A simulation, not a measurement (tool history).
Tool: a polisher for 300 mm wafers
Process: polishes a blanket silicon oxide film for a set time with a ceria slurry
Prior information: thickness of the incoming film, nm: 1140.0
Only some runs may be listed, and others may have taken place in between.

| run | hour | flow of slurry (ml/min) | pressure of the wafer on the pad (psi) | speed of the pad under the wafer (cm/s) | polishing time (s) | film removed (angstrom) |
|---|---|---|---|---|---|---|
| 1 | 0.0 | 295 | 2.4 | 112 | 69 | 2442.7 |
| 2 | 5.3 | 295 | 2.2 | 112 | 69 | 2242.8 |
| 3 | 11.6 | 295 | 2.2 | 112 | 69 | 2246.3 |
| 4 | 15.5 | 295 | 2.2 | 128 | 69 | 2459.2 |
| 5 | 17.3 | 295 | 2.1 | 128 | 69 | 2387.5 |
| 6 | 25.7 | 295 | 2.0 | 128 | 69 | 2220.7 |
| 7 | 33.6 | 295 | 1.9 | 128 | 69 | 2180.2 |
| 8 | 37.7 | 295 | 1.8 | 128 | 69 | 2010.0 |

Expected results for the next run?
| 9 | 46.0 | 295 | 1.7 | 128 | 69 | ? |

{"run 9": {"film removed (angstrom)": 1925.3}}

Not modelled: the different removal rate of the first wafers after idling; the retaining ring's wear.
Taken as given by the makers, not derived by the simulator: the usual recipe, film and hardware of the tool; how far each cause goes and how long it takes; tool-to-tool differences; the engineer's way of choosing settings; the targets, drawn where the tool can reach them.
